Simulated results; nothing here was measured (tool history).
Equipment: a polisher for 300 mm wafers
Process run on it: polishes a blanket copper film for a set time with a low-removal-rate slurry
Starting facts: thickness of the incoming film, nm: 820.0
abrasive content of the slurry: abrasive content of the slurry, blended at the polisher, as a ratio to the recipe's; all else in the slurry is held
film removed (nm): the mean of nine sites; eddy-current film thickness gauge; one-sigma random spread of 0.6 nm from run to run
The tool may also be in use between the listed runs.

run,hour,flow of slurry (ml/min),pressure of the wafer on the pad (kPa),speed of the pad under the wafer (cm/s),abrasive content of the slurry,polishing time (s),film removed (nm)
1,0.0,130,18.6,92,1.00,53,112.550
2,3.9,140,18.6,92,1.00,53,114.340
3,9.9,135,17.9,92,1.00,53,110.250
4,10.5,130,17.2,92,1.00,53,105.580
5,17.0,125,17.2,92,1.00,53,105.900
6,25.8,125,17.2,92,1.05,53,105.760
7,32.5,120,17.2,92,1.05,53,106.430
8,34.8,105,14.5,92,1.05,53,87.194
9,43.7,110,14.5,92,1.05,53,88.325

Estimate the outcome of run 10 from the log above:
10,49.7,115,14.5,92,1.05,53,?

{"run 10": {"film removed (nm)": 89.199}}

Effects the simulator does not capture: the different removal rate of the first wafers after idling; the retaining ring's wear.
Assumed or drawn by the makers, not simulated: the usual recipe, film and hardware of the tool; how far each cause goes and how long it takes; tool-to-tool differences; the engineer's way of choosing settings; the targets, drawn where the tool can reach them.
